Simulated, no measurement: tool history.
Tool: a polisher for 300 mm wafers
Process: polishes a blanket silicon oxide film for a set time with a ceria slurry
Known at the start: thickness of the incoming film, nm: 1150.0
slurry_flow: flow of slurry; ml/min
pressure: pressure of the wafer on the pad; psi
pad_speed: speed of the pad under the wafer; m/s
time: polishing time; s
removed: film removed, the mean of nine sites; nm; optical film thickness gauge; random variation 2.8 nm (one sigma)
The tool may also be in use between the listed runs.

run 1 day=0.000 | slurry_flow=280 pressure=3.7 pad_speed=1.36 time=33 | removed=262.00
run 2 day=0.058 | slurry_flow=325 pressure=3.7 pad_speed=1.36 time=33 | removed=269.39
run 3 day=0.129 | slurry_flow=325 pressure=3.7 pad_speed=1.52 time=33 | removed=295.15
run 4 day=0.442 | slurry_flow=325 pressure=3.7 pad_speed=1.52 time=33 | removed=296.62
run 5 day=0.817 | slurry_flow=360 pressure=3.7 pad_speed=1.52 time=33 | removed=297.29
run 6 day=1.079 | slurry_flow=360 pressure=3.2 pad_speed=1.50 time=33 | removed=254.25
run 7 day=1.417 | slurry_flow=360 pressure=2.9 pad_speed=1.50 time=33 | removed=236.80
run 8 day=1.612 | slurry_flow=360 pressure=2.2 pad_speed=1.48 time=33 | removed=177.77

The next listed run, before its measurement:
run 9 day=1.988 | slurry_flow=360 pressure=2.3 pad_speed=1.48 time=33 | removed=?

removed: 185.65 nm
